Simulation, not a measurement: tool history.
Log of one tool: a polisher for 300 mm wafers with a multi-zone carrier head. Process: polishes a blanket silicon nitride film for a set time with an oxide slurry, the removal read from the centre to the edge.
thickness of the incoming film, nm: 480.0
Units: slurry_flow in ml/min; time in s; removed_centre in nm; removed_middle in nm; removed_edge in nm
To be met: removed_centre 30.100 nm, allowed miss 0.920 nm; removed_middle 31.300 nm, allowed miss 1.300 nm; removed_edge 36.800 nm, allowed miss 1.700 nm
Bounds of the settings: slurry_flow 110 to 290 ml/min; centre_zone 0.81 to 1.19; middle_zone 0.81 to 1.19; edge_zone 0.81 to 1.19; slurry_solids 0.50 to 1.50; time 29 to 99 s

| run | hour | slurry_flow | centre_zone | middle_zone | edge_zone | slurry_solids | time | removed_centre | removed_middle | removed_edge |
|---|---|---|---|---|---|---|---|---|---|---|
| 1 | 0.0 | 185 | 1.00 | 1.00 | 1.00 | 1.00 | 64 | 34.347 | 33.692 | 36.161 |
| 2 | 5.0 | 185 | 1.00 | 1.00 | 1.00 | 1.00 | 49 | 25.713 | 26.019 | 26.433 |
| 3 | 11.5 | 185 | 0.98 | 0.98 | 1.05 | 1.15 | 50 | 27.354 | 27.767 | 30.062 |
| 4 | 14.7 | 195 | 0.97 | 0.98 | 1.09 | 1.20 | 50 | 27.560 | 29.247 | 30.498 |
| 5 | 16.4 | 180 | 0.96 | 0.96 | 1.10 | 1.30 | 51 | 28.929 | 28.754 | 32.879 |
| 6 | 21.9 | 180 | 0.94 | 0.96 | 1.11 | 1.35 | 51 | 28.553 | 29.455 | 33.047 |
| 7 | 27.6 | 180 | 0.93 | 0.95 | 1.13 | 1.40 | 52 | 29.188 | 30.117 | 34.713 |
| 8 | 31.2 | 180 | 0.93 | 0.95 | 1.14 | 1.45 | 52 | 29.352 | 30.352 | 34.339 |

5 next moves are on the table. One of them brings every result within its allowed miss. Which?
| A | 34.8 | 220 | 1.00 | 1.04 | 1.07 | 1.50 | 47 | ? | ? | ? |
| B | 34.8 | 145 | 0.93 | 0.93 | 1.17 | 1.50 | 54 | ? | ? | ? |
| C | 34.8 | 145 | 0.94 | 0.97 | 1.17 | 1.50 | 56 | ? | ? | ? |
| D | 34.8 | 195 | 0.95 | 1.08 | 1.13 | 1.00 | 54 | ? | ? | ? |
| E | 34.8 | 220 | 1.10 | 1.14 | 1.04 | 1.50 | 46 | ? | ? | ? |

| move | removed_centre | removed_middle | removed_edge |
|---|---|---|---|
| A | 30.211 | 31.506 | 31.970 |
| B | 28.717 | 29.105 | 35.391 |
| C | 29.990 | 31.265 | 36.682 |
| D | 27.797 | 31.056 | 31.636 |
| E | 31.501 | 33.344 | 30.810 |
A: further off than the last run
B: brings the result that was furthest off to its target, and leaves another outside
C: meets every target
D: further off than the last run
E: further off than the last run
Move C is the one to make.

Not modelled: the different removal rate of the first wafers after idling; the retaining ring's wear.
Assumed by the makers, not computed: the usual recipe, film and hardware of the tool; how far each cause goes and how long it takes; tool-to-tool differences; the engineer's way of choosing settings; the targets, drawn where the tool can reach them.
